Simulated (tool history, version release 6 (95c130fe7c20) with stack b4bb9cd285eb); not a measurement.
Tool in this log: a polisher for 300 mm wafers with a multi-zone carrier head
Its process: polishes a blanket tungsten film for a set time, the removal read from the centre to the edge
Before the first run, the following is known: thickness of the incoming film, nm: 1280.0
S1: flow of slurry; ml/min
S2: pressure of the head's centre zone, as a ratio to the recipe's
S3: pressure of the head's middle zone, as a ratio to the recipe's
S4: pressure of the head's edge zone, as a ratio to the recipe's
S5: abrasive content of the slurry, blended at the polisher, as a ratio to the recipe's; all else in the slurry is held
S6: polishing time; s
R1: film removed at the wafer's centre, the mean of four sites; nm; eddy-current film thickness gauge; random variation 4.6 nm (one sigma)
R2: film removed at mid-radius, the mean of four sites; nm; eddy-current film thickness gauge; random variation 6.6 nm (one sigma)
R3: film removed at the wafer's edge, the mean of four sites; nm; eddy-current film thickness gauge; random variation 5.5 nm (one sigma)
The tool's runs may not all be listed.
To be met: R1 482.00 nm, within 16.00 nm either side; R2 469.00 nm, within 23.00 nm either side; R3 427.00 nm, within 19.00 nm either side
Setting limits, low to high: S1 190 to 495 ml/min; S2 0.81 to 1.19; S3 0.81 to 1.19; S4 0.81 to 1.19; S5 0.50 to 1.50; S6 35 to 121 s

Run 1, hour 0.0: S1 320 ml/min, S2 1.00, S3 1.00, S4 1.00, S5 1.00, S6 78 s. Result: R1 320.19 nm, R2 329.21 nm, R3 333.22 nm.
Run 2, hour 6.1: S1 320 ml/min, S2 1.00, S3 1.00, S4 1.05, S5 1.00, S6 78 s. Result: R1 320.48 nm, R2 322.75 nm, R3 330.44 nm.
Run 3, hour 7.3: S1 320 ml/min, S2 1.00, S3 1.00, S4 1.05, S5 0.85, S6 78 s. Result: R1 311.17 nm, R2 311.04 nm, R3 328.14 nm.
Run 4, hour 11.7: S1 320 ml/min, S2 1.01, S3 1.01, S4 1.05, S5 0.90, S6 80 s. Result: R1 326.16 nm, R2 331.44 nm, R3 335.88 nm.
Run 5, hour 15.1: S1 320 ml/min, S2 1.01, S3 1.01, S4 1.05, S5 0.70, S6 80 s. Result: R1 309.25 nm, R2 314.00 nm, R3 323.54 nm.
Run 6, hour 17.4: S1 320 ml/min, S2 1.01, S3 1.01, S4 1.11, S5 0.70, S6 80 s. Result: R1 303.82 nm, R2 309.91 nm, R3 331.38 nm.
Run 7, hour 25.1: S1 320 ml/min, S2 1.02, S3 1.02, S4 1.11, S5 0.75, S6 81 s. Result: R1 324.30 nm, R2 321.18 nm, R3 329.03 nm.
Run 8, hour 30.1: S1 320 ml/min, S2 1.02, S3 1.02, S4 1.11, S5 0.80, S6 83 s. Result: R1 326.75 nm, R2 339.70 nm, R3 339.75 nm.
Run 9, hour 31.6: S1 320 ml/min, S2 1.03, S3 1.01, S4 1.11, S5 0.85, S6 85 s. Result: R1 344.39 nm, R2 340.93 nm, R3 355.46 nm.
Run 10, hour 39.1: S1 320 ml/min, S2 1.04, S3 1.02, S4 1.11, S5 0.90, S6 86 s. Result: R1 364.25 nm, R2 355.54 nm, R3 365.63 nm.
Run 11, hour 45.5: S1 320 ml/min, S2 1.04, S3 1.03, S4 1.11, S5 0.95, S6 87 s. Result: R1 370.74 nm, R2 364.57 nm, R3 365.08 nm.
Run 12, hour 52.9: S1 335 ml/min, S2 1.10, S3 1.10, S4 1.13, S5 1.20, S6 100 s. Result: R1 462.80 nm, R2 449.99 nm, R3 462.09 nm.
Run 13, hour 61.1: S1 335 ml/min, S2 1.11, S3 1.11, S4 1.12, S5 1.20, S6 100 s. Result: R1 470.76 nm, R2 457.32 nm, R3 449.51 nm.

Pick the move, out of 4, that brings all results within their allowed miss; only one does.
Run A, hour 69.3: S1 310 ml/min, S2 1.08, S3 1.19, S4 1.08, S5 1.15, S6 98 s. Result: R1 ?, R2 ?, R3 ?.
Run B, hour 69.3: S1 410 ml/min, S2 1.19, S3 1.19, S4 1.10, S5 0.85, S6 101 s. Result: R1 ?, R2 ?, R3 ?.
Run C, hour 69.3: S1 395 ml/min, S2 1.11, S3 1.10, S4 1.17, S5 1.30, S6 99 s. Result: R1 ?, R2 ?, R3 ?.
Run D, hour 69.3: S1 355 ml/min, S2 1.16, S3 1.09, S4 0.98, S5 1.20, S6 90 s. Result: R1 ?, R2 ?, R3 ?.

move      R1      R2      R3
   A  446.88  461.47  428.88
   B  490.70  461.63  430.43
   C  485.35  465.40  468.49
   D  448.22  410.80  384.38
A: corrects the largest miss of the last run, while another result sits out of spec
B: all results in spec
C: lands further from the targets than the last run did
D: takes the result that was furthest off past its target
Correct choice: B, which meets every target

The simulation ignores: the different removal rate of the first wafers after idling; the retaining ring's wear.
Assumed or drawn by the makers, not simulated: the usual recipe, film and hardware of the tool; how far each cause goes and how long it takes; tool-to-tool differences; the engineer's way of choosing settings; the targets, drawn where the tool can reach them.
